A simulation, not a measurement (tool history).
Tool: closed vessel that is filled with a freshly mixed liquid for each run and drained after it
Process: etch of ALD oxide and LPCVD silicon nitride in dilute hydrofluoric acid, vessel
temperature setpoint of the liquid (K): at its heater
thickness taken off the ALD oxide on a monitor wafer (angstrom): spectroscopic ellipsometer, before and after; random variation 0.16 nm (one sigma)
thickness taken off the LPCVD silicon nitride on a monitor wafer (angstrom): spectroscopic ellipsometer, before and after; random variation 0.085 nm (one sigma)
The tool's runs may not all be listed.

run  hour  temperature setpoint of the liquid (K)  parts of water to one part of 49 % hydrofluoric acid (parts by volume)  time in the liquid (s)  thickness taken off the ALD oxide on a monitor wafer (angstrom)  thickness taken off the LPCVD silicon nitride on a monitor wafer (angstrom)
  1   0.0                                  293.15                                                                     200                     155                                                           88.537                                                                       4.1494
  2   5.2                                  290.15                                                                     200                     155                                                           78.876                                                                       3.1551
  3   9.5                                  293.65                                                                     200                     155                                                           90.601                                                                       4.0089
  4  13.7                                  293.65                                                                     145                     155                                                          132.510                                                                       4.7377
  5  21.2                                  293.65                                                                     105                     155                                                          191.660                                                                       7.5871
  6  29.9                                  293.65                                                                     105                     190                                                          230.780                                                                       8.7390

Forecast run 7:
  7  38.4                                  293.65                                                                     105                     190                                                                ?                                                                            ?

thickness taken off the ALD oxide on a monitor wafer (angstrom): 232.770
thickness taken off the LPCVD silicon nitride on a monitor wafer (angstrom): 9.9186
